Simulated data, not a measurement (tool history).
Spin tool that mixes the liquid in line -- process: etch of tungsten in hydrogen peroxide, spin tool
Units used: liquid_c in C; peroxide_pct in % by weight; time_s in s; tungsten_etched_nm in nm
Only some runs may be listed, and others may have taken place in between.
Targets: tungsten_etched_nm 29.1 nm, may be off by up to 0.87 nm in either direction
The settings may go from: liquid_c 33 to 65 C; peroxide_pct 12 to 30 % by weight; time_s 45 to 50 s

run    day  liquid_c  peroxide_pct  time_s  tungsten_etched_nm
  1      0        49            23      45              64.455
  2  0.042      46.5            23      45              55.853
  3  0.367        49            23      45              64.745
  4  0.529      46.5            23      45              56.073
  5  0.742        43            23      45              44.576
  6  1.088        43          19.5      45              40.829
  7  1.396        42          19.5      45              38.684
  8  1.738        42          19.5      45              38.676
  9  2.054        41          19.5      45              36.309
 10  2.342      36.5          19.5      45              27.237

Which single option among these 5 for the next run brings every result within its allowed miss of target? Just one does.
  A  2.629        34          23.5      45                   ?
  B  2.629        37            18      45                   ?
  C  2.629      33.5            26      45                   ?
  D  2.629      34.5          20.5      50                   ?
  E  2.629        37            22      45                   ?

move  tungsten_etched_nm
   A               24.83
   B              26.568
   C              25.247
   D              26.653
   E              29.372
A: further off than the last run
B: further off than the last run
C: further off than the last run
D: further off than the last run
E: all results land within tolerance of their targets
E meets every target.

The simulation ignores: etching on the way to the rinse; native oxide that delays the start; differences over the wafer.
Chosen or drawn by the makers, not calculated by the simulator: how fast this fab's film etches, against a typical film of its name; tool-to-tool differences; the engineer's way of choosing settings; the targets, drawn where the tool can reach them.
